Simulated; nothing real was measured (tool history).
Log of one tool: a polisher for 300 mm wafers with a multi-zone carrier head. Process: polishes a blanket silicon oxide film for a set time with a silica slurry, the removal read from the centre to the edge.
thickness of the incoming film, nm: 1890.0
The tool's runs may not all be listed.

run,hour,flow of slurry (ml/min),pressure of the head's centre zone,pressure of the head's middle zone,pressure of the head's edge zone,abrasive content of the slurry,polishing time (s),film removed at the wafer's centre (angstrom),film removed at mid-radius (angstrom),film removed at the wafer's edge (angstrom)
1,0,150,1,1,1,1,79,2756.7,2741.1,2736.5
2,4.6,160,0.98,1.04,1.04,1.05,79,2805.3,2952.6,2883.8
3,12,170,0.96,1.07,1.07,1.1,79,2839.9,3110.6,3044.6
4,13.8,170,0.89,1.07,1.07,1.1,79,2623.7,3140.8,3030
5,15.1,170,0.89,1.07,1.07,1.1,69,2305.2,2742.4,2637.7
6,18.8,170,0.89,1.07,1.02,1.1,69,2285.4,2690.2,2588.8
7,26.5,175,0.9,1.1,1.05,1.2,69,2423.5,2889.6,2731.5
8,35.3,180,0.91,1.12,1.07,1.3,69,2549.8,3036.3,2776

Forecast run 9:
# hour 42.1: slurry nozzle cleaned
9,42.1,185,0.9,1.12,1.09,1.35,71,?,?,?

{"run 9": {"film removed at the wafer's centre (angstrom)": 2734.6, "film removed at mid-radius (angstrom)": 3303.6, "film removed at the wafer's edge (angstrom)": 2990.2}}

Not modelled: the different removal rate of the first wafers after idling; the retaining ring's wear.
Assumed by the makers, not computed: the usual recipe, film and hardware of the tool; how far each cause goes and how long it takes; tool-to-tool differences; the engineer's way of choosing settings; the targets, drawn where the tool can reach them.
